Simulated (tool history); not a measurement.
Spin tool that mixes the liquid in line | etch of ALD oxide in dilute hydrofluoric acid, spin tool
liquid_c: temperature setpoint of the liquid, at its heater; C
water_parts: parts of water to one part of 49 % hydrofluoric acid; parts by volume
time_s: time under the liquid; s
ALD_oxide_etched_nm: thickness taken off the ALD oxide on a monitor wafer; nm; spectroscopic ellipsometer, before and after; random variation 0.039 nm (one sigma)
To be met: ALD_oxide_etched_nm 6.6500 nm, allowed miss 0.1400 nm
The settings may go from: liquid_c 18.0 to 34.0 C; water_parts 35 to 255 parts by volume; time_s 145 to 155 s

run	hour	liquid_c	water_parts	time_s	ALD_oxide_etched_nm
1	0.0	26.0	145	145	12.2950
2	8.4	24.5	150	145	11.2390
3	13.3	24.5	150	155	11.9760
4	18.0	23.5	155	155	11.0280
5	26.8	22.5	160	155	10.2410
6	30.2	22.0	165	155	9.6962
7	31.3	21.5	170	155	9.1906
8	36.9	21.0	175	155	8.7755
9	40.8	20.5	180	155	8.2215
10	44.3	20.0	185	155	7.8350
11	45.2	19.5	185	155	7.6520
12	53.5	18.5	190	155	7.1911
# hour 61.9: thermometer replaced
13	61.9	18.0	195	155	6.2108
14	67.4	18.5	195	155	6.3362
15	71.0	19.0	195	155	6.4469

Which of these 5 next moves meets every target?
A	74.6	18.0	175	145	?
B	74.6	19.5	185	155	?
C	74.6	18.5	175	150	?
D	74.6	19.5	200	155	?
E	74.6	20.5	210	155	?

move	ALD_oxide_etched_nm
A	6.5762
B	6.9881
C	6.9400
D	6.3698
E	6.2434
A: meets every target
B: takes the result that was furthest off past its target
C: takes the result that was furthest off past its target
D: further off than the last run
E: further off than the last run
Move A is the one to make.
